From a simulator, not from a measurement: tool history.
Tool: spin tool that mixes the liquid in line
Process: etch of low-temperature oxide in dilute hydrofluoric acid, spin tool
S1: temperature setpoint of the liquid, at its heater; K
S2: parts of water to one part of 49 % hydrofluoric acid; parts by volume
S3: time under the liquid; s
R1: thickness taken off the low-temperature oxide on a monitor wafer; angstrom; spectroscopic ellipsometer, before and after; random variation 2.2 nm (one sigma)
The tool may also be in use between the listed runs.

run  hour      S1  S2   S3      R1
  1     0  298.15  85  255   687.8
  2   8.3  298.15  70  255  831.27
  3  13.3  299.65  70  255  900.84
  4    16  296.65  70  255  798.85
  5  19.8  294.65  70  255  735.72
  6  27.8  297.15  70  255  816.25
  7  30.8  297.15  70  255  797.47
  8  35.2  299.65  55  260  1185.3
  9  41.5  301.65  45  260  1626.5
 10  49.5  303.15  45  260  1680.6

Forecast run 11:
 11  57.1  304.15  40  260   ?

{"run 11": {"R1": 2029.6}}

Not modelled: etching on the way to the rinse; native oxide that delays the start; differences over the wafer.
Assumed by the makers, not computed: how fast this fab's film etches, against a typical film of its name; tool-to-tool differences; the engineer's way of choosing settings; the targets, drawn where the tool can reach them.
